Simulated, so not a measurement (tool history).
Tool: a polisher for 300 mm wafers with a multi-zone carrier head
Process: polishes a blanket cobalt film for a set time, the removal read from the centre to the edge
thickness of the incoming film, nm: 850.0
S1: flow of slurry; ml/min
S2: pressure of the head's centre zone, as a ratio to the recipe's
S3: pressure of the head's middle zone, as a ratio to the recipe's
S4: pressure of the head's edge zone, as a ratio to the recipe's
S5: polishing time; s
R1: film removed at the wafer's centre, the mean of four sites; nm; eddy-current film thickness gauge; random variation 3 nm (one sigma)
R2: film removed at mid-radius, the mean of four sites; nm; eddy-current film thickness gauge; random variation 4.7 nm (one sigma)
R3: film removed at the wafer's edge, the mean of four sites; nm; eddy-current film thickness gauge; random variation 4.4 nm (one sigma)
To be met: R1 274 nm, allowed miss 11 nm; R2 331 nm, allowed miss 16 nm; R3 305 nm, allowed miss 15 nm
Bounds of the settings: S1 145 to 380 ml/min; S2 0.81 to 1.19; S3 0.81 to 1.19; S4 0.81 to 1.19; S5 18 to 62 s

{"run": 1, "hour": 0.0, "S1": 245, "S2": 1, "S3": 1, "S4": 1, "S5": 40, "R1": 326.35, "R2": 321.19, "R3": 339.65}
{"run": 2, "hour": 5.9, "S1": 245, "S2": 1, "S3": 0.93, "S4": 1, "S5": 40, "R1": 326.39, "R2": 304.15, "R3": 337.63}
{"run": 3, "hour": 7.6, "S1": 245, "S2": 0.97, "S3": 0.96, "S4": 0.97, "S5": 40, "R1": 324.65, "R2": 305.87, "R3": 335.2}
{"run": 4, "hour": 8.5, "S1": 245, "S2": 0.97, "S3": 0.96, "S4": 0.97, "S5": 31, "R1": 245.45, "R2": 233.11, "R3": 257.16}
{"run": 5, "hour": 9.1, "S1": 245, "S2": 1.03, "S3": 0.96, "S4": 0.97, "S5": 31, "R1": 264.63, "R2": 240.52, "R3": 261.14}
{"run": 6, "hour": 17.5, "S1": 250, "S2": 1.02, "S3": 1.01, "S4": 0.99, "S5": 32, "R1": 264.27, "R2": 260.17, "R3": 273}
{"run": 7, "hour": 20.4, "S1": 275, "S2": 1.01, "S3": 1.11, "S4": 1.02, "S5": 35, "R1": 296.84, "R2": 313.63, "R3": 304.71}
{"run": 8, "hour": 28.6, "S1": 270, "S2": 0.99, "S3": 1.13, "S4": 1.02, "S5": 35, "R1": 283.8, "R2": 311.69, "R3": 289.34}

Which of these 5 next moves meets every target?
{"run": "A", "hour": 36.8, "S1": 340, "S2": 1.06, "S3": 1.08, "S4": 0.93, "S5": 33, "R1": "?", "R2": "?", "R3": "?"}
{"run": "B", "hour": 36.8, "S1": 260, "S2": 1.05, "S3": 0.91, "S4": 1.01, "S5": 37, "R1": "?", "R2": "?", "R3": "?"}
{"run": "C", "hour": 36.8, "S1": 255, "S2": 0.95, "S3": 1.19, "S4": 1.07, "S5": 35, "R1": "?", "R2": "?", "R3": "?"}
{"run": "D", "hour": 36.8, "S1": 285, "S2": 1.05, "S3": 1.17, "S4": 1.01, "S5": 34, "R1": "?", "R2": "?", "R3": "?"}
{"run": "E", "hour": 36.8, "S1": 225, "S2": 1.02, "S3": 1.19, "S4": 0.99, "S5": 36, "R1": "?", "R2": "?", "R3": "?"}

move=A R1=288.55 R2=291.52 R3=271.69
move=B R1=311.57 R2=276.11 R3=311.69
move=C R1=266.39 R2=327.51 R3=301.75
move=D R1=289.67 R2=316.8 R3=287.36
move=E R1=290.02 R2=332.32 R3=295.79
A: further off than the last run
B: further off than the last run
C: meets every target
D: brings the result that was furthest off to its target, and leaves another outside
E: brings the result that was furthest off to its target, and leaves another outside
The right move is C.

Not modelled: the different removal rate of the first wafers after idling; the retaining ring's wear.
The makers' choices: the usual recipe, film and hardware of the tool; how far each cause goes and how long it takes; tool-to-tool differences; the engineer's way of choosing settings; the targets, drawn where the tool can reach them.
